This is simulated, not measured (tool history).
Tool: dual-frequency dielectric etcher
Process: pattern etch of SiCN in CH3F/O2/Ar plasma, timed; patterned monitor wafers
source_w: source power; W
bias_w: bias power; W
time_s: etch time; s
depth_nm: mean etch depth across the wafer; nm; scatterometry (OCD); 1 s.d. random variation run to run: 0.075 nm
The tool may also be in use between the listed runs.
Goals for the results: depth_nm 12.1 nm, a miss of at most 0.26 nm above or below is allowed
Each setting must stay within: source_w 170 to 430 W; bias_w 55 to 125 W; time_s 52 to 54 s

Run 1, hour 0: source_w 300 W, bias_w 90 W, time_s 52 s. Result: depth_nm 19.273 nm.
Run 2, hour 7.7: source_w 300 W, bias_w 85 W, time_s 52 s. Result: depth_nm 18.868 nm.
Run 3, hour 9.2: source_w 260 W, bias_w 77 W, time_s 52 s. Result: depth_nm 16.578 nm.
Run 4, hour 17: source_w 300 W, bias_w 77 W, time_s 52 s. Result: depth_nm 18.291 nm.
Run 5, hour 22.4: source_w 260 W, bias_w 71 W, time_s 52 s. Result: depth_nm 16.469 nm.
Run 6, hour 23.9: source_w 240 W, bias_w 67 W, time_s 52 s. Result: depth_nm 15.366 nm.
Run 7, hour 28.9: source_w 220 W, bias_w 64 W, time_s 52 s. Result: depth_nm 14.13 nm.
Run 8, hour 30.5: source_w 210 W, bias_w 62 W, time_s 52 s. Result: depth_nm 13.559 nm.
Run 9, hour 38: source_w 200 W, bias_w 61 W, time_s 52 s. Result: depth_nm 12.735 nm.

Exactly one of the 4 candidate moves below puts every result within its allowed miss. Which one?
Run A, hour 45.5: source_w 180 W, bias_w 55 W, time_s 54 s. Result: depth_nm ?.
Run B, hour 45.5: source_w 180 W, bias_w 59 W, time_s 52.5 s. Result: depth_nm ?.
Run C, hour 45.5: source_w 180 W, bias_w 56 W, time_s 54 s. Result: depth_nm ?.
Run D, hour 45.5: source_w 180 W, bias_w 74 W, time_s 53.5 s. Result: depth_nm ?.

move  depth_nm
   A    11.217
   B    11.109
   C    11.269
   D    12.061
A: takes the biggest miss from the last run beyond its target
B: takes the biggest miss from the last run beyond its target
C: takes the biggest miss from the last run beyond its target
D: hits every target within its allowed miss
Move D is the one to make.
